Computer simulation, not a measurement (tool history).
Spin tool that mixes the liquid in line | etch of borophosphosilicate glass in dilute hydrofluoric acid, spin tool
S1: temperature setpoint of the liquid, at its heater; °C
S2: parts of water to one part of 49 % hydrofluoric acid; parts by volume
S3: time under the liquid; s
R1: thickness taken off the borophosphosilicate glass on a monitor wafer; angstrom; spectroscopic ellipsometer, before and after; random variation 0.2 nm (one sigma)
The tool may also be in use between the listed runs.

run 1 day=0 | S1=22 S2=190 S3=90 | R1=181.9
run 2 day=0.167 | S1=24 S2=180 S3=90 | R1=210.58
run 3 day=0.375 | S1=24 S2=225 S3=90 | R1=159.24
run 4 day=0.721 | S1=25 S2=225 S3=90 | R1=164.24
run 5 day=0.75 | S1=26 S2=205 S3=90 | R1=192.97
run 6 day=1.121 | S1=26 S2=205 S3=90 | R1=191.81
run 7 day=1.467 | S1=30 S2=135 S3=90 | R1=368.68
run 8 day=1.767 | S1=29.5 S2=135 S3=90 | R1=359.59
run 9 day=2.021 | S1=29 S2=135 S3=90 | R1=355.02
run 10 day=2.15 | S1=28.5 S2=135 S3=90 | R1=345.74
run 11 day=2.512 | S1=28 S2=135 S3=90 | R1=343.12
run 12 day=2.792 | S1=27.5 S2=135 S3=90 | R1=338.46
run 13 day=2.888 | S1=27 S2=135 S3=90 | R1=332

Run 14 comes next. What will it give?
-- day=2.992 hydrofluoric acid flow meter replaced
run 14 day=2.992 | S1=26 S2=135 S3=90 | R1=?

{"run 14": {"R1": 351.54}}
